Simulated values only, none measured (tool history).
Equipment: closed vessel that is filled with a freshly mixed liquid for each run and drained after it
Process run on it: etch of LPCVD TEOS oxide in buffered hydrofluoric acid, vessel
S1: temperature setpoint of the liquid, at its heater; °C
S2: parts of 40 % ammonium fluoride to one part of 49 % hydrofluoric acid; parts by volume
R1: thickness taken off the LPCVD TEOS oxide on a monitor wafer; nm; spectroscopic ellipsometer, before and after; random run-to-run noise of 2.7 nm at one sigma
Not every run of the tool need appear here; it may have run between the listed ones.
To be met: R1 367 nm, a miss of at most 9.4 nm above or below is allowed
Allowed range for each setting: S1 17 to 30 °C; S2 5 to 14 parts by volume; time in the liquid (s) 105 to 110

run 1 hour=0 | S1=22 S2=8.5 time_in_the_liquid_(s)=105 | R1=256.27
run 2 hour=1.7 | S1=22 S2=8.5 time_in_the_liquid_(s)=105 | R1=256.82
run 3 hour=4.9 | S1=18.5 S2=8.5 time_in_the_liquid_(s)=105 | R1=208.76
run 4 hour=5.7 | S1=21 S2=8.5 time_in_the_liquid_(s)=105 | R1=239.8
run 5 hour=7.7 | S1=23 S2=8.5 time_in_the_liquid_(s)=105 | R1=272.56
run 6 hour=16.5 | S1=19.5 S2=8.5 time_in_the_liquid_(s)=105 | R1=222.49
run 7 hour=22.3 | S1=22 S2=8.5 time_in_the_liquid_(s)=105 | R1=254.27
run 8 hour=28.5 | S1=23.5 S2=8.5 time_in_the_liquid_(s)=105 | R1=273.66
run 9 hour=31.8 | S1=25 S2=8.5 time_in_the_liquid_(s)=105 | R1=297.34
run 10 hour=37.4 | S1=26 S2=8.5 time_in_the_liquid_(s)=105 | R1=318.85
run 11 hour=44.7 | S1=26.5 S2=8.5 time_in_the_liquid_(s)=105 | R1=322.66
run 12 hour=46.6 | S1=27 S2=8.5 time_in_the_liquid_(s)=105 | R1=334.85
run 13 hour=48.6 | S1=27.5 S2=8.5 time_in_the_liquid_(s)=105 | R1=339.67
run 14 hour=55.3 | S1=28 S2=8.5 time_in_the_liquid_(s)=105 | R1=354.82

Below are 4 possible settings for the next run. Only one of them brings all results inside the allowed miss of their targets. Which is it?
run A hour=62 | S1=27.5 S2=9 time_in_the_liquid_(s)=110 | R1=?
run B hour=62 | S1=26.5 S2=8.5 time_in_the_liquid_(s)=110 | R1=?
run C hour=62 | S1=26 S2=8 time_in_the_liquid_(s)=105 | R1=?
run D hour=62 | S1=28 S2=8.5 time_in_the_liquid_(s)=110 | R1=?

move=A R1=337.03
move=B R1=339.93
move=C R1=337.33
move=D R1=368.25
A: misses by more than the last run did
B: misses by more than the last run did
C: misses by more than the last run did
D: meets every target
The right move is D.
